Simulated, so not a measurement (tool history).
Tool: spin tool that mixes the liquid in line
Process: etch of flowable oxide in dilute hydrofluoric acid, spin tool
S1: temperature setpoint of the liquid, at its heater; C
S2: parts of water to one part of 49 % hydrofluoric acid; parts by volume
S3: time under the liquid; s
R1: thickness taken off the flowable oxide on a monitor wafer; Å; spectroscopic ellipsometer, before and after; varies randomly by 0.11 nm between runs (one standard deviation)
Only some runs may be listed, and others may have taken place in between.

run  hour    S1   S2  S3      R1
  1     0    26   95  20   80.84
  2     8    29   95  20  90.321
  3  12.8  29.5   90  20  95.974
  4  20.9  32.5   90  20  109.57
  5    24  32.5   90  20  109.45
  6  26.9  32.5  120  20   78.64
  7  28.3  32.5  115  20  82.574

Expected results for the next run?
  8    37  32.5  110  20   ?

Run 8 came out at R1 86.823 Å.
